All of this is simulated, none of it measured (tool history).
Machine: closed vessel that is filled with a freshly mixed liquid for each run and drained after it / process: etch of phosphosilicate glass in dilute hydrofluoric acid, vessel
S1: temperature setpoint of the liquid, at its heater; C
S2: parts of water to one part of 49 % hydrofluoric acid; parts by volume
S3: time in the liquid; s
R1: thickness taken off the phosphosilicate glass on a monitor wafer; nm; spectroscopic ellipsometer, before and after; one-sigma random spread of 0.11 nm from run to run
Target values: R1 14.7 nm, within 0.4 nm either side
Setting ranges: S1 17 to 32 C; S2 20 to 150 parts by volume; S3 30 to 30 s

run,hour,S1,S2,S3,R1
1,0,24,85,30,20.691
2,2.2,24,85,30,20.639
3,7,22.5,85,30,19.837
4,13.9,22.5,95,30,17.392
5,22.2,22.5,70,30,24.29
6,27.6,21.5,75,30,21.553
7,32.5,20.5,80,30,19.186
8,33.5,20,80,30,19.049
9,38.5,19.5,80,30,18.264

5 candidate next runs follow, results not yet known. Just one meets every target within its allowed miss. Identify it.
A,43.5,17,90,30,?
B,43.5,19,65,30,?
C,43.5,19.5,105,30,?
D,43.5,23.5,85,30,?
E,43.5,18.5,85,30,?

move,R1
A,14.792
B,22.951
C,13.828
D,20.587
E,16.776
A: every result within its allowed miss
B: the biggest miss grows against the last run
C: takes the biggest miss from the last run beyond its target
D: the biggest miss grows against the last run
E: moves toward the targets from the last run without getting all of them in spec
Go with A: it meets all targets.
